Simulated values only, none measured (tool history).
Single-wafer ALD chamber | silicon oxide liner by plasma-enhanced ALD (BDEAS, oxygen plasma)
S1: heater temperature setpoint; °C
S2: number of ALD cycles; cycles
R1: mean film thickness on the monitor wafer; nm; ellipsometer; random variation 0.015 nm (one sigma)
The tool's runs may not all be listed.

Run 1, day 0: S1 325 °C, S2 60 cycles. Result: R1 5.7553 nm.
Run 2, day 0.242: S1 325 °C, S2 58 cycles. Result: R1 5.5994 nm.
Run 3, day 0.379: S1 316 °C, S2 58 cycles. Result: R1 5.674 nm.
Run 4, day 0.412: S1 317 °C, S2 56 cycles. Result: R1 5.4936 nm.
Run 5, day 0.638: S1 313 °C, S2 56 cycles. Result: R1 5.5124 nm.
Run 6, day 1.004: S1 314 °C, S2 55 cycles. Result: R1 5.3952 nm.

Forecast run 7:
Run 7, day 1.092: S1 315 °C, S2 54 cycles. Result: R1 ?.

Run 7 gave R1 5.2894 nm.
